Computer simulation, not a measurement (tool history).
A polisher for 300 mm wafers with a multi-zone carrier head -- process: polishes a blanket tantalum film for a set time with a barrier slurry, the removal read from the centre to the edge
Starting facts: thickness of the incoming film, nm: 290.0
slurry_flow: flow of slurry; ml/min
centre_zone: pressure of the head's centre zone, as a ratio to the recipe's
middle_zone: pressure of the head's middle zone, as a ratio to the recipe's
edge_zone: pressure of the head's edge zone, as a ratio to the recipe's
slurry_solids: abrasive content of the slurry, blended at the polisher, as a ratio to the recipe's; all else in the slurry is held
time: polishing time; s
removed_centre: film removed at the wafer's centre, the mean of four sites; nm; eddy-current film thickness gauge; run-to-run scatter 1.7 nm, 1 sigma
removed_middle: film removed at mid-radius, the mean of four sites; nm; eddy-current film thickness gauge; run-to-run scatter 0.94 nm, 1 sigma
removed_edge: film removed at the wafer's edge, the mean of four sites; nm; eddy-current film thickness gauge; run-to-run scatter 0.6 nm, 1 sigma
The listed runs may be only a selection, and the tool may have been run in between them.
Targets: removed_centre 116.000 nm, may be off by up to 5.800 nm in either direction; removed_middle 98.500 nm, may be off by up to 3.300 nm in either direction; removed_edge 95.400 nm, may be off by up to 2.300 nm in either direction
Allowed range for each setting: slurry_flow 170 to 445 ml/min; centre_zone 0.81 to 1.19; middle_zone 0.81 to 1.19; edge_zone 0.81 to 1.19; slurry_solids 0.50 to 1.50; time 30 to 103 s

| run | day | slurry_flow | centre_zone | middle_zone | edge_zone | slurry_solids | time | removed_centre | removed_middle | removed_edge |
|---|---|---|---|---|---|---|---|---|---|---|
| 1 | 0.000 | 285 | 1.00 | 1.00 | 1.00 | 1.00 | 66 | 74.694 | 74.777 | 74.959 |
| 2 | 0.083 | 285 | 1.00 | 0.92 | 1.00 | 1.00 | 66 | 75.293 | 69.161 | 75.655 |
| 3 | 0.125 | 285 | 1.00 | 0.92 | 1.00 | 0.90 | 66 | 73.247 | 66.974 | 72.584 |
| 4 | 0.238 | 285 | 1.00 | 0.84 | 1.00 | 0.90 | 66 | 70.859 | 62.154 | 71.976 |
| 5 | 0.604 | 285 | 1.00 | 0.84 | 1.00 | 1.05 | 66 | 75.458 | 65.773 | 76.187 |
| 6 | 0.779 | 300 | 1.05 | 0.90 | 1.01 | 1.15 | 66 | 83.672 | 72.339 | 79.713 |
| 7 | 0.971 | 315 | 1.09 | 0.94 | 1.03 | 1.25 | 66 | 88.278 | 76.786 | 81.280 |
| 8 | 1.196 | 320 | 1.11 | 0.96 | 1.03 | 1.30 | 68 | 94.620 | 81.689 | 84.950 |
| 9 | 1.417 | 325 | 1.13 | 0.98 | 1.03 | 1.35 | 69 | 98.076 | 84.836 | 87.894 |
| 10 | 1.733 | 340 | 1.15 | 0.99 | 1.02 | 1.40 | 70 | 103.190 | 88.115 | 89.324 |
| 11 | 1.867 | 350 | 1.16 | 1.00 | 1.02 | 1.45 | 71 | 110.960 | 90.080 | 92.944 |
| 12 | 2.217 | 355 | 1.17 | 1.02 | 1.02 | 1.45 | 71 | 107.240 | 92.353 | 91.314 |
| 13 | 2.592 | 355 | 1.18 | 1.02 | 1.01 | 1.45 | 72 | 110.790 | 94.549 | 92.400 |
| 14 | 2.942 | 360 | 1.18 | 1.02 | 1.01 | 1.45 | 72 | 111.000 | 95.150 | 92.456 |

Of the 4 settings listed for the next run, only one would bring every result within its allowed miss of target. Which one?
| A | 3.292 | 350 | 1.09 | 1.06 | 1.04 | 1.45 | 72 | ? | ? | ? |
| B | 3.292 | 355 | 1.08 | 1.00 | 1.09 | 1.50 | 73 | ? | ? | ? |
| C | 3.292 | 330 | 1.16 | 0.98 | 0.91 | 1.15 | 83 | ? | ? | ? |
| D | 3.292 | 310 | 1.06 | 1.08 | 1.04 | 1.05 | 80 | ? | ? | ? |

| move | removed_centre | removed_middle | removed_edge |
|---|---|---|---|
| A | 100.890 | 98.027 | 93.019 |
| B | 102.230 | 95.449 | 97.114 |
| C | 115.770 | 98.946 | 95.356 |
| D | 98.481 | 100.110 | 93.707 |
A: moves away from the targets compared with the last run
B: meets the target for the result that was furthest off, but another lies outside its allowed miss
C: all results in spec
D: meets the target for the result that was furthest off, but another lies outside its allowed miss
Correct choice: C, which meets every target
